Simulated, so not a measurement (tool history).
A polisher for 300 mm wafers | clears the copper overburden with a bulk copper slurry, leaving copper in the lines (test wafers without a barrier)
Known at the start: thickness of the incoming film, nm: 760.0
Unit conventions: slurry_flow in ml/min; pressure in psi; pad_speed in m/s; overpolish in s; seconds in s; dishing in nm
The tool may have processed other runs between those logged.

run 1 hour=0.0 | slurry_flow=185 pressure=2.8 pad_speed=1.08 slurry_solids=1.0 overpolish=16 | seconds=75.346 dishing=90.962
run 2 hour=1.1 | slurry_flow=225 pressure=2.8 pad_speed=1.08 slurry_solids=1.0 overpolish=16 | seconds=74.122 dishing=88.755
run 3 hour=2.7 | slurry_flow=220 pressure=2.8 pad_speed=1.08 slurry_solids=1.0 overpolish=18 | seconds=73.374 dishing=98.478
run 4 hour=7.6 | slurry_flow=175 pressure=2.8 pad_speed=1.08 slurry_solids=1.0 overpolish=18 | seconds=75.952 dishing=94.648
run 5 hour=16.7 | slurry_flow=175 pressure=2.8 pad_speed=1.08 slurry_solids=1.0 overpolish=13 | seconds=76.098 dishing=78.161
run 6 hour=25.5 | slurry_flow=150 pressure=2.8 pad_speed=1.08 slurry_solids=1.0 overpolish=13 | seconds=79.033 dishing=77.344
run 7 hour=28.2 | slurry_flow=155 pressure=2.9 pad_speed=1.08 slurry_solids=1.0 overpolish=16 | seconds=77.679 dishing=91.638

Expected results for the next run?
run 8 hour=36.9 | slurry_flow=165 pressure=3.0 pad_speed=1.08 slurry_solids=1.0 overpolish=17 | seconds=? dishing=?

seconds: 72.898 s
dishing: 99.583 nm

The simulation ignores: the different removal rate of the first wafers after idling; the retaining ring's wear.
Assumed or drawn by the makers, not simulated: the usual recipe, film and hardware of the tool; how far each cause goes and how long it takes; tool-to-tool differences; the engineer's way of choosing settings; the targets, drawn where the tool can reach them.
